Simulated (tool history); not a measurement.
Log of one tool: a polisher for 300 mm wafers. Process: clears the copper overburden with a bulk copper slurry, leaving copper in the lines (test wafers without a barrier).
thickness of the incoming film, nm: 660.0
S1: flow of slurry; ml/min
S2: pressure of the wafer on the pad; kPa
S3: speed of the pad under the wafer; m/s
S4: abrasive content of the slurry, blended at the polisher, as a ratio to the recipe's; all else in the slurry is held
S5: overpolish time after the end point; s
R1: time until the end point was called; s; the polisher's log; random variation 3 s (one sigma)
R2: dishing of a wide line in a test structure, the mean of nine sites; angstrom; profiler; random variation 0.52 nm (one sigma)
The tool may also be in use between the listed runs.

run	day	S1	S2	S3	S4	S5	R1	R2
1	0.000	180	11.7	0.86	1.00	27	167.28	573.24
2	0.188	180	11.0	0.90	1.00	24	162.17	541.78
3	0.275	180	11.0	0.90	0.85	24	170.36	536.37
4	0.358	180	11.0	0.90	0.85	13	170.40	310.87
5	0.717	180	10.3	0.90	0.85	12	180.88	276.86
6	0.929	180	9.0	0.90	0.85	12	197.64	247.52
7	1.142	175	7.6	0.90	0.85	12	233.14	225.26

The next listed run, before its measurement:
8	1.354	175	7.6	0.90	0.85	12	?	?

{"run 8": {"R1": 232.85, "R2": 221.49}}
